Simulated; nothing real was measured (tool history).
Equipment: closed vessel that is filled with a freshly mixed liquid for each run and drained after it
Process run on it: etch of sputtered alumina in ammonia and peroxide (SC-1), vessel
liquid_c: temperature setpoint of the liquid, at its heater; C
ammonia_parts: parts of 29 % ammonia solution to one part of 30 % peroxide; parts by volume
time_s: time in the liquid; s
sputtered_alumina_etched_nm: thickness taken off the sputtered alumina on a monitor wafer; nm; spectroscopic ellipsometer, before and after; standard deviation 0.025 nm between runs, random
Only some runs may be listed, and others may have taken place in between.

run,hour,liquid_c,ammonia_parts,time_s,sputtered_alumina_etched_nm
1,0.0,53.0,0.8,115,6.6835
2,4.8,51.0,0.8,115,5.9345
3,8.1,50.0,0.8,115,5.6841
4,12.0,50.0,0.8,120,5.8717
5,14.3,50.0,0.8,120,5.8778
6,21.9,50.0,0.8,120,5.9425
7,29.2,49.0,0.8,120,5.5706

Estimate the outcome of run 8 from the log above:
8,36.8,48.5,0.8,120,?

Logged for run 8: sputtered_alumina_etched_nm 5.4230 nm.

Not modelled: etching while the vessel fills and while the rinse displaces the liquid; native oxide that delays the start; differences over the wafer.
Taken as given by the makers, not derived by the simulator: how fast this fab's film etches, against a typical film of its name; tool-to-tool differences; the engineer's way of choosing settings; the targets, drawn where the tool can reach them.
